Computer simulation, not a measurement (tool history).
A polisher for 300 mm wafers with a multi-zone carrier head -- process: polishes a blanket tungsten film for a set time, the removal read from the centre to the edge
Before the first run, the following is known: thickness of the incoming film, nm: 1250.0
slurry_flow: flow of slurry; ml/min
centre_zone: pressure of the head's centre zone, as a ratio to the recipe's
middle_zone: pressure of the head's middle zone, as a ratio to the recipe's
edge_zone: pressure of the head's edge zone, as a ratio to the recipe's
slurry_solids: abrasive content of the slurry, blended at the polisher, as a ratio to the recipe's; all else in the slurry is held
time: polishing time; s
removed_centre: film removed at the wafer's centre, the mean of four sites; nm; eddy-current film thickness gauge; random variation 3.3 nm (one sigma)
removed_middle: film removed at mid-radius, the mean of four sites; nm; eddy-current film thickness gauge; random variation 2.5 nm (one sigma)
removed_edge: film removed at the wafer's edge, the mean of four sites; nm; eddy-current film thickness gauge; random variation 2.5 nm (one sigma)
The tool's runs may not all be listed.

Run 1, hour 0: slurry_flow 285 ml/min, centre_zone 1, middle_zone 1, edge_zone 1, slurry_solids 1, time 52 s. Result: removed_centre 442.58 nm, removed_middle 436.99 nm, removed_edge 434.26 nm.
Run 2, hour 4.9: slurry_flow 290 ml/min, centre_zone 1.02, middle_zone 1, edge_zone 0.95, slurry_solids 0.85, time 47 s. Result: removed_centre 405.49 nm, removed_middle 385.15 nm, removed_edge 374.98 nm.
Run 3, hour 7.3: slurry_flow 295 ml/min, centre_zone 1.02, middle_zone 1.01, edge_zone 0.92, slurry_solids 0.75, time 43 s. Result: removed_centre 361.3 nm, removed_middle 341.41 nm, removed_edge 329.48 nm.
Run 4, hour 8: slurry_flow 295 ml/min, centre_zone 1.02, middle_zone 1.02, edge_zone 0.89, slurry_solids 0.65, time 41 s. Result: removed_centre 341.8 nm, removed_middle 318.01 nm, removed_edge 302.9 nm.
Run 5, hour 14.1: slurry_flow 295 ml/min, centre_zone 1.02, middle_zone 1.08, edge_zone 0.89, slurry_solids 0.65, time 41 s. Result: removed_centre 337.29 nm, removed_middle 335.11 nm, removed_edge 301.52 nm.
Run 6, hour 18.8: slurry_flow 290 ml/min, centre_zone 1.02, middle_zone 1.07, edge_zone 0.87, slurry_solids 0.6, time 40 s. Result: removed_centre 315.84 nm, removed_middle 316.24 nm, removed_edge 277.11 nm.

Forecast run 7:
Run 7, hour 26.1: slurry_flow 275 ml/min, centre_zone 1.02, middle_zone 1.05, edge_zone 0.86, slurry_solids 0.6, time 40 s. Result: removed_centre ?, removed_middle ?, removed_edge ?.

{"run 7": {"removed_centre": 324.3, "removed_middle": 316.01, "removed_edge": 274.79}}

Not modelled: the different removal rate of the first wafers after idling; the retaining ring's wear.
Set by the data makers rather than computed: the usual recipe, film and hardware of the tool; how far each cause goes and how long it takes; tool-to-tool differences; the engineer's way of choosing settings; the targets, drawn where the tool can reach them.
